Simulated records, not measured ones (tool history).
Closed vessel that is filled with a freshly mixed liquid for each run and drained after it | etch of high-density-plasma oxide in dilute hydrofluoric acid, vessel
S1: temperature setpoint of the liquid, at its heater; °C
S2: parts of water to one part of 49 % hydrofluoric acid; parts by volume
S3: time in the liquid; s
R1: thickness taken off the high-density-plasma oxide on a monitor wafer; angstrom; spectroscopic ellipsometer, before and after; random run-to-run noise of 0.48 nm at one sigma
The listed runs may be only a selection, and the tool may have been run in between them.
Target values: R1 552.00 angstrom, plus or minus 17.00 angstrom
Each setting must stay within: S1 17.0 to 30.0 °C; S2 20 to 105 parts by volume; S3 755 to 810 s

run  hour    S1  S2   S3      R1
  1   0.0  22.0  55  755  906.34
  2   1.4  20.5  60  755  764.10
  3   9.3  19.5  65  755  675.18
  4  13.5  21.5  65  755  738.56
  5  20.4  20.0  65  755  686.65
  6  26.1  19.0  65  755  664.89
  7  33.3  18.5  65  755  647.40
  8  39.9  18.0  65  755  634.35
  9  42.4  17.5  65  755  625.35

5 next moves are on the table. One of them brings every result within its allowed miss. Which?
  A  44.9  17.0  80  805   ?
  B  44.9  19.0  65  755   ?
  C  44.9  18.5  70  770   ?
  D  44.9  17.0  75  765   ?
  E  44.9  18.5  80  795   ?

move      R1
   A  520.01
   B  664.53
   C  612.63
   D  529.96
   E  547.29
A: carries the result that was furthest off beyond its target, to the other side
B: its largest miss is bigger than the last run's
C: moves toward the targets from the last run without getting all of them in spec
D: carries the result that was furthest off beyond its target, to the other side
E: all results land within tolerance of their targets
Correct choice: E, which meets every target

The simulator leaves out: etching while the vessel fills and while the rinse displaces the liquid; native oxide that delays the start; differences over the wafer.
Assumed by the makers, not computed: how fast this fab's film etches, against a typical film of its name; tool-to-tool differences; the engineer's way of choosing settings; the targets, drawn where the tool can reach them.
